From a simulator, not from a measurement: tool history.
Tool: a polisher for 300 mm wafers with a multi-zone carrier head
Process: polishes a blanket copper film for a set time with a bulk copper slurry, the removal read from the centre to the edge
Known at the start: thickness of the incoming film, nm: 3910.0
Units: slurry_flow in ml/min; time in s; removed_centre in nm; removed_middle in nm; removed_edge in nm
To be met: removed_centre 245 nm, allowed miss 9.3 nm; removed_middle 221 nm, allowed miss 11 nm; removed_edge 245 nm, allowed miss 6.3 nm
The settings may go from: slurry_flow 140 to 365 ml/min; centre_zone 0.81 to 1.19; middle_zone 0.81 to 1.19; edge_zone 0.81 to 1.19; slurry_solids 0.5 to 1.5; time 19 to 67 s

Run 1, hour 0: slurry_flow 235 ml/min, centre_zone 1, middle_zone 1, edge_zone 1, slurry_solids 1, time 43 s. Result: removed_centre 276.55 nm, removed_middle 265.22 nm, removed_edge 272.74 nm.
Run 2, hour 6.7: slurry_flow 235 ml/min, centre_zone 1, middle_zone 1, edge_zone 1, slurry_solids 1, time 39 s. Result: removed_centre 248.19 nm, removed_middle 245.64 nm, removed_edge 243.77 nm.
Run 3, hour 13.1: slurry_flow 235 ml/min, centre_zone 1, middle_zone 1, edge_zone 1, slurry_solids 1, time 33 s. Result: removed_centre 209.97 nm, removed_middle 202.71 nm, removed_edge 206.05 nm.
Run 4, hour 18.7: slurry_flow 235 ml/min, centre_zone 1, middle_zone 1, edge_zone 1, slurry_solids 1, time 40 s. Result: removed_centre 261.72 nm, removed_middle 238.58 nm, removed_edge 254.79 nm.
Run 5, hour 24.1: slurry_flow 230 ml/min, centre_zone 0.99, middle_zone 0.99, edge_zone 0.99, slurry_solids 1, time 40 s. Result: removed_centre 250.92 nm, removed_middle 243.56 nm, removed_edge 246.85 nm.
Run 6, hour 26.5: slurry_flow 230 ml/min, centre_zone 0.99, middle_zone 0.97, edge_zone 1, slurry_solids 1, time 40 s. Result: removed_centre 250.86 nm, removed_middle 240.02 nm, removed_edge 248.05 nm.
Run 7, hour 30.9: slurry_flow 225 ml/min, centre_zone 0.99, middle_zone 0.95, edge_zone 1.01, slurry_solids 1, time 40 s. Result: removed_centre 257.29 nm, removed_middle 229.09 nm, removed_edge 253.71 nm.
Run 8, hour 32.3: slurry_flow 220 ml/min, centre_zone 0.98, middle_zone 0.95, edge_zone 1, slurry_solids 1, time 40 s. Result: removed_centre 248.26 nm, removed_middle 234.93 nm, removed_edge 250.29 nm.
Run 9, hour 36.5: slurry_flow 220 ml/min, centre_zone 0.98, middle_zone 0.94, edge_zone 1, slurry_solids 1, time 40 s. Result: removed_centre 248.11 nm, removed_middle 238.22 nm, removed_edge 248.56 nm.

4 next moves are on the table. One of them brings every result within its allowed miss. Which?
Run A, hour 40.7: slurry_flow 215 ml/min, centre_zone 1.02, middle_zone 0.95, edge_zone 1.05, slurry_solids 0.85, time 40 s. Result: removed_centre ?, removed_middle ?, removed_edge ?.
Run B, hour 40.7: slurry_flow 240 ml/min, centre_zone 0.91, middle_zone 1.05, edge_zone 0.89, slurry_solids 1.1, time 40 s. Result: removed_centre ?, removed_middle ?, removed_edge ?.
Run C, hour 40.7: slurry_flow 325 ml/min, centre_zone 0.85, middle_zone 1.03, edge_zone 0.81, slurry_solids 1.15, time 41 s. Result: removed_centre ?, removed_middle ?, removed_edge ?.
Run D, hour 40.7: slurry_flow 245 ml/min, centre_zone 1.09, middle_zone 0.9, edge_zone 1.05, slurry_solids 1.15, time 36 s. Result: removed_centre ?, removed_middle ?, removed_edge ?.

move  removed_centre  removed_middle  removed_edge
   A          247.03          224.44        249.41
   B          237.83           263.4        247.24
   C          238.31          277.36         251.7
   D           259.9          210.73        244.17
A: meets every target
B: further off than the last run
C: further off than the last run
D: brings the result that was furthest off to its target, and leaves another outside
Move A is the one to make.

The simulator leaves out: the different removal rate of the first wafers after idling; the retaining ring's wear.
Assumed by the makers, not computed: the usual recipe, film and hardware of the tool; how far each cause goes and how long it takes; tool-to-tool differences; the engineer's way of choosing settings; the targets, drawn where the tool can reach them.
